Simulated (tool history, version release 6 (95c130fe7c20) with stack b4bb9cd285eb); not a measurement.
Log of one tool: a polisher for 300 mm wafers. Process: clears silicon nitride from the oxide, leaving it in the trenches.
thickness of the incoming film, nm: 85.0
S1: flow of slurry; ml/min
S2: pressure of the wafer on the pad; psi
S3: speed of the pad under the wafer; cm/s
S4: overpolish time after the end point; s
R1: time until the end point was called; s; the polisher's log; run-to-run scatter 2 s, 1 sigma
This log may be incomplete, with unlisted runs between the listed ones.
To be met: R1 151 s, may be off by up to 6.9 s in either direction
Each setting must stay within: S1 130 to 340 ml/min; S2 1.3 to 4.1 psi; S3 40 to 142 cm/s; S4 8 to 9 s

run,hour,S1,S2,S3,S4,R1
1,0,220,2.7,90,9,112.81
2,1.6,220,2.6,90,9,115.5
3,4.8,220,2.6,112,9,93.661
4,7.8,245,2.6,112,9,93.055
5,16.3,245,2.6,100,9,105.52
6,22.4,245,2.4,100,9,117.22
7,31.4,245,2.3,100,9,118.51
8,36.7,245,2.2,100,9,123.83
9,45.4,245,2.1,100,9,132.03
10,50.4,245,2,100,9,134.37

Of the 5 settings listed for the next run, only one would bring every result within its allowed miss of target. Which one?
A,55.4,260,2.4,86,9,?
B,55.4,255,2.7,72,9,?
C,55.4,210,1.7,114,9,?
D,55.4,155,1.7,108,9,?
E,55.4,240,2,112,8,?

move,R1
A,129.7
B,137.62
C,140.05
D,152.49
E,120.44
A: further off than the last run
B: better than the last run, though not everything is in spec
C: better than the last run, though not everything is in spec
D: all results in spec
E: further off than the last run
Move D is the one to make.
